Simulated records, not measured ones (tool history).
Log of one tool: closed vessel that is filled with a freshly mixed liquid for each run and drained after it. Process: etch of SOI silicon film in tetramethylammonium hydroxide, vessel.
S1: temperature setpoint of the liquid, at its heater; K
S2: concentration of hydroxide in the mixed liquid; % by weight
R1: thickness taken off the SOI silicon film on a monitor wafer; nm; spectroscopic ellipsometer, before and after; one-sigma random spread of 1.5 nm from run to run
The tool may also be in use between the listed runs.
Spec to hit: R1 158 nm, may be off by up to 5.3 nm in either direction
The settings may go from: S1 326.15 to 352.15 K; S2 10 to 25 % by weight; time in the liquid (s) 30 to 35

{"run": 1, "hour": 0.0, "S1": 339.15, "S2": 19.5, "time in the liquid (s)": 35, "R1": 130.25}
{"run": 2, "hour": 6.2, "S1": 339.15, "S2": 19.5, "time in the liquid (s)": 30, "R1": 114.21}
{"run": 3, "hour": 8.3, "S1": 339.65, "S2": 19.5, "time in the liquid (s)": 30, "R1": 115.58}
{"run": 4, "hour": 10.8, "S1": 339.65, "S2": 21.5, "time in the liquid (s)": 30, "R1": 111.67}
{"run": 5, "hour": 11.9, "S1": 340.65, "S2": 21.5, "time in the liquid (s)": 30, "R1": 119.89}
{"run": 6, "hour": 15.1, "S1": 340.65, "S2": 21.5, "time in the liquid (s)": 30, "R1": 120.81}
{"run": 7, "hour": 16.0, "S1": 341.15, "S2": 21.5, "time in the liquid (s)": 30, "R1": 122.94}
{"run": 8, "hour": 21.1, "S1": 346.15, "S2": 21, "time in the liquid (s)": 30, "R1": 166.53}

Consider the 5 candidate settings below. Which is the only one whose results all fall within their allowed miss of target?
{"run": "A", "hour": 26.2, "S1": 347.15, "S2": 21.5, "time in the liquid (s)": 30, "R1": "?"}
{"run": "B", "hour": 26.2, "S1": 346.15, "S2": 23, "time in the liquid (s)": 30, "R1": "?"}
{"run": "C", "hour": 26.2, "S1": 344.15, "S2": 21.5, "time in the liquid (s)": 35, "R1": "?"}
{"run": "D", "hour": 26.2, "S1": 345.15, "S2": 24, "time in the liquid (s)": 30, "R1": "?"}
{"run": "E", "hour": 26.2, "S1": 342.65, "S2": 16, "time in the liquid (s)": 30, "R1": "?"}

move=A R1=174.07
move=B R1=158.98
move=C R1=170.72
move=D R1=146.03
move=E R1=150.52
A: further off than the last run
B: each result inside its tolerance
C: further off than the last run
D: pushes the last run's worst result past its target
E: pushes the last run's worst result past its target
B is the move that brings every result within its allowed miss.

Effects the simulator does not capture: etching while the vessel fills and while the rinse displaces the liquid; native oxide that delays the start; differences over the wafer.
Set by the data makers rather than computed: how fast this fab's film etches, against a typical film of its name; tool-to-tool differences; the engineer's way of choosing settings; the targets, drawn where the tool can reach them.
